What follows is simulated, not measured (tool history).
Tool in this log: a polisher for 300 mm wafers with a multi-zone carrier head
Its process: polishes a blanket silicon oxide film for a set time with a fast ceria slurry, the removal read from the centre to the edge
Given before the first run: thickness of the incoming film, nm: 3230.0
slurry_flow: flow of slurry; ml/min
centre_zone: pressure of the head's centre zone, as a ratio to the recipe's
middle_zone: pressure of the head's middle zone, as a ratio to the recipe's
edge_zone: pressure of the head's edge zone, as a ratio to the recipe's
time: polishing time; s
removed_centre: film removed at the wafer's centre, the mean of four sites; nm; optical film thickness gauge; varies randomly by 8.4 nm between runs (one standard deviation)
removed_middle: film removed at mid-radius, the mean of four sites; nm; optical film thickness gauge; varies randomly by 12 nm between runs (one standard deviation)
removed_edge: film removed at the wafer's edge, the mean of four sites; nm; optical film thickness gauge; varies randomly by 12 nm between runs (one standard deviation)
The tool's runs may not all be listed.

run,hour,slurry_flow,centre_zone,middle_zone,edge_zone,time,removed_centre,removed_middle,removed_edge
1,0.0,200,1.00,1.00,1.00,74,927.70,952.92,927.36
2,2.1,220,1.00,1.00,1.00,74,944.57,953.41,934.17
3,7.8,220,1.00,1.00,1.07,74,955.07,949.16,976.75
4,15.8,260,1.00,1.00,1.07,74,970.55,983.11,970.24
5,24.0,260,1.00,1.06,1.07,74,958.28,1043.40,990.65
6,25.0,245,0.99,1.06,1.09,76,987.21,1037.00,1014.50
7,25.6,235,0.97,1.06,1.10,78,979.89,1075.90,1039.80
8,30.1,225,0.96,1.05,1.11,80,994.81,1092.40,1071.10
9,36.9,215,0.95,1.04,1.12,82,1008.80,1089.80,1103.50

What does the tool deliver on the next run?
10,40.8,210,0.94,1.04,1.13,83,?,?,?

removed_centre: 987.99 nm
removed_middle: 1085.90 nm
removed_edge: 1090.10 nm
